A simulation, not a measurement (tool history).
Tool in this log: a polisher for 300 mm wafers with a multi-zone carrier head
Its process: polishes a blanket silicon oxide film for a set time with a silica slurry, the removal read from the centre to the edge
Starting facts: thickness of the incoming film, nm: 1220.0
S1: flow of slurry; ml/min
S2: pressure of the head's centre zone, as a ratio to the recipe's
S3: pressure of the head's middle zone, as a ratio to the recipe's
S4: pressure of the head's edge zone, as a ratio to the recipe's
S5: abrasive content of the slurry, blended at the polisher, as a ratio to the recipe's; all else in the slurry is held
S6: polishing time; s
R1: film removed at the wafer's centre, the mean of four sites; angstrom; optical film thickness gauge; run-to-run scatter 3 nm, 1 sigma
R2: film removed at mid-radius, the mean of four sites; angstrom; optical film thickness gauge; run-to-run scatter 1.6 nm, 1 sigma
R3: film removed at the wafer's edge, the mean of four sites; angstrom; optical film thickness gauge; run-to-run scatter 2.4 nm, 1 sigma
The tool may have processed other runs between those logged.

Run 1, day 0: S1 120 ml/min, S2 1, S3 1, S4 1, S5 1, S6 88 s. Result: R1 1703.3 angstrom, R2 1764.4 angstrom, R3 1813.1 angstrom.
Run 2, day 0.338: S1 120 ml/min, S2 0.95, S3 1, S4 1, S5 1, S6 88 s. Result: R1 1647.8 angstrom, R2 1762.3 angstrom, R3 1796.8 angstrom.
Run 3, day 0.417: S1 120 ml/min, S2 0.87, S3 1, S4 1, S5 1, S6 88 s. Result: R1 1493.5 angstrom, R2 1770.7 angstrom, R3 1777.3 angstrom.
Run 4, day 0.529: S1 125 ml/min, S2 0.88, S3 1.01, S4 1.02, S5 1.05, S6 88 s. Result: R1 1576.7 angstrom, R2 1834.4 angstrom, R3 1833 angstrom.
Run 5, day 0.771: S1 125 ml/min, S2 0.88, S3 1.02, S4 1.04, S5 1.1, S6 89 s. Result: R1 1634.6 angstrom, R2 1902.2 angstrom, R3 1918.9 angstrom.
Run 6, day 0.975: S1 130 ml/min, S2 0.88, S3 1.03, S4 1.06, S5 1.15, S6 89 s. Result: R1 1660.7 angstrom, R2 1978.3 angstrom, R3 1994.6 angstrom.
Run 7, day 1.058: S1 160 ml/min, S2 0.98, S3 1.09, S4 1.16, S5 1.4, S6 90 s. Result: R1 2091.9 angstrom, R2 2288.2 angstrom, R3 2328.7 angstrom.

Run 8 comes next. What will it give?
Run 8, day 1.267: S1 170 ml/min, S2 0.96, S3 1.11, S4 1.18, S5 1.45, S6 90 s. Result: R1 ?, R2 ?, R3 ?.

For run 8 the tool returned R1 2058 angstrom, R2 2373.8 angstrom, R3 2416.7 angstrom.
